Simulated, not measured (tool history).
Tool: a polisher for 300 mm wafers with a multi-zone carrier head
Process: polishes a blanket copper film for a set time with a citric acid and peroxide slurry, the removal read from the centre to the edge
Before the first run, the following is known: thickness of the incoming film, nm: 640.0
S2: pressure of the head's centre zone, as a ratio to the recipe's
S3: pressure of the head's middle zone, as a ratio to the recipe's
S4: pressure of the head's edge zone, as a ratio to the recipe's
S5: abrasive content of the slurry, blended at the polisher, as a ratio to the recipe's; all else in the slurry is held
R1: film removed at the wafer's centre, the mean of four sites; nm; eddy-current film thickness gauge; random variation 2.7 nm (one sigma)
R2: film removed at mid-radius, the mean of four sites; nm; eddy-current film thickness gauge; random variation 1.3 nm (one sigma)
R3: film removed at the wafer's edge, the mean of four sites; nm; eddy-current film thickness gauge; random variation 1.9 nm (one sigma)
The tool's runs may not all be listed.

run 1 hour=0 | flow_of_slurry_(ml/min)=220 S2=1 S3=1 S4=1 S5=1 polishing_time_(s)=74 | R1=200.74 R2=210.63 R3=209.78
run 2 hour=7.9 | flow_of_slurry_(ml/min)=220 S2=1 S3=0.96 S4=1 S5=1 polishing_time_(s)=74 | R1=205.82 R2=201.5 R3=208.69
run 3 hour=14.6 | flow_of_slurry_(ml/min)=220 S2=1 S3=0.96 S4=1 S5=1 polishing_time_(s)=91 | R1=242.16 R2=248.89 R3=262.36
run 4 hour=21.9 | flow_of_slurry_(ml/min)=220 S2=1 S3=0.96 S4=1 S5=1 polishing_time_(s)=101 | R1=282.86 R2=273.71 R3=284.56
run 5 hour=27.9 | flow_of_slurry_(ml/min)=220 S2=1 S3=0.91 S4=1 S5=1 polishing_time_(s)=101 | R1=274.84 R2=263.96 R3=282.3
run 6 hour=36.5 | flow_of_slurry_(ml/min)=220 S2=1 S3=0.91 S4=1 S5=1 polishing_time_(s)=112 | R1=311.94 R2=289.36 R3=320.29
run 7 hour=37.1 | flow_of_slurry_(ml/min)=220 S2=1.01 S3=0.91 S4=0.97 S5=0.95 polishing_time_(s)=108 | R1=295.34 R2=277.7 R3=297.75
-- hour=43.3 slurry nozzle cleaned
run 8 hour=43.3 | flow_of_slurry_(ml/min)=220 S2=1.03 S3=0.91 S4=0.95 S5=0.9 polishing_time_(s)=105 | R1=305.75 R2=278.22 R3=295.17
run 9 hour=51.7 | flow_of_slurry_(ml/min)=230 S2=1.03 S3=0.91 S4=0.93 S5=0.85 polishing_time_(s)=99 | R1=280.42 R2=262.47 R3=273.56
run 10 hour=53.1 | flow_of_slurry_(ml/min)=225 S2=1.04 S3=0.91 S4=0.91 S5=0.8 polishing_time_(s)=95 | R1=269.41 R2=250.59 R3=260.88

Run 11 has not been measured yet. What should we expect?
run 11 hour=56.1 | flow_of_slurry_(ml/min)=230 S2=1.05 S3=0.91 S4=0.9 S5=0.8 polishing_time_(s)=90 | R1=? R2=? R3=?

{"run 11": {"R1": 264.97, "R2": 238.44, "R3": 242.98}}
